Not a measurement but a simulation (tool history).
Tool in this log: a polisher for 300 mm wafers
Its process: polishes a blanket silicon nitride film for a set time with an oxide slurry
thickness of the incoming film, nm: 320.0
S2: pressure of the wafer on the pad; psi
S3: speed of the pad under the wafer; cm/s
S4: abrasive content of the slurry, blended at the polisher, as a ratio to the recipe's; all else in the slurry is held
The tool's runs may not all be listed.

{"run": 1, "day": 0.0, "flow of slurry (ml/min)": 180, "S2": 3.6, "S3": 100, "S4": 1, "polishing time (s)": 24, "film removed (angstrom)": 162.8}
{"run": 2, "day": 0.308, "flow of slurry (ml/min)": 180, "S2": 3.6, "S3": 116, "S4": 1, "polishing time (s)": 24, "film removed (angstrom)": 180.03}
{"run": 3, "day": 0.421, "flow of slurry (ml/min)": 180, "S2": 3.6, "S3": 132, "S4": 1, "polishing time (s)": 24, "film removed (angstrom)": 202.32}
{"run": 4, "day": 0.592, "flow of slurry (ml/min)": 180, "S2": 4.5, "S3": 132, "S4": 1, "polishing time (s)": 24, "film removed (angstrom)": 246.68}
{"run": 5, "day": 0.854, "flow of slurry (ml/min)": 180, "S2": 4.9, "S3": 132, "S4": 1, "polishing time (s)": 24, "film removed (angstrom)": 268.3}
{"run": 6, "day": 1.183, "flow of slurry (ml/min)": 175, "S2": 4.3, "S3": 124, "S4": 1, "polishing time (s)": 24, "film removed (angstrom)": 223.5}
{"run": 7, "day": 1.246, "flow of slurry (ml/min)": 175, "S2": 3.8, "S3": 118, "S4": 1, "polishing time (s)": 24, "film removed (angstrom)": 192.9}
{"run": 8, "day": 1.362, "flow of slurry (ml/min)": 175, "S2": 3.4, "S3": 112, "S4": 1, "polishing time (s)": 24, "film removed (angstrom)": 164.56}
{"run": 9, "day": 1.633, "flow of slurry (ml/min)": 165, "S2": 3.1, "S3": 110, "S4": 1, "polishing time (s)": 24, "film removed (angstrom)": 147.86}

Run 10 has not been measured yet. What should we expect?
{"run": 10, "day": 1.742, "flow of slurry (ml/min)": 155, "S2": 2.8, "S3": 110, "S4": 1, "polishing time (s)": 24, "film removed (angstrom)": "?"}

For run 10 the tool returned film removed (angstrom) 129.43.
